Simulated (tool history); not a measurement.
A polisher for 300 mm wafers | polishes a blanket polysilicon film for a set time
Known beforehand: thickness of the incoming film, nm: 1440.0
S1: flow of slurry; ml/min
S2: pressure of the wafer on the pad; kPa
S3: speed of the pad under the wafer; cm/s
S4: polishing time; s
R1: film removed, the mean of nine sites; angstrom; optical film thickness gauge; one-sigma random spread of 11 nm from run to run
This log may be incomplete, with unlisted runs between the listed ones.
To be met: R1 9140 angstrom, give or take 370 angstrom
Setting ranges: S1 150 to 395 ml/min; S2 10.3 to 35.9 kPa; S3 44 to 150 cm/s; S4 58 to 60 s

run    day   S1    S2   S3  S4      R1
  1      0  250  22.8   96  58  4948.1
  2  0.021  250  25.5   96  58  5443.4
  3  0.108  250  27.6   98  58  5900.9
  4  0.367  250  30.3   98  58  6193.8
      0.45  -- head pressure recalibrated
  5   0.45  275  30.3   98  58  6640.3
  6  0.704  320  30.3   98  58  6760.5
  7  0.904  325  31.7  100  58  7093.1
  8  0.954  325  32.4  102  58  7318.3
  9  1.321  325  33.1  104  58  7522.9
 10  1.633  325  33.8  108  58  7970.3
 11  1.742  325  34.5  110  58  8174.6
 12  2.008  330  34.5  112  58  8357.8

Which single option among these 5 for the next run brings every result within its allowed miss of target? Just one does.
  A  2.275  335  31.7  108  58   ?
  B  2.275  295  35.9   90  60   ?
  C  2.275  330  32.4   98  60   ?
  D  2.275  290  35.9  108  58   ?
  E  2.275  320  32.4  122  60   ?

move      R1
   A  7728.4
   B  7229.8
   C  7374.4
   D  8332.6
   E  9109.5
A: misses by more than the last run did
B: misses by more than the last run did
C: misses by more than the last run did
D: about as far from the targets as the last run
E: meets every target
E meets every target.
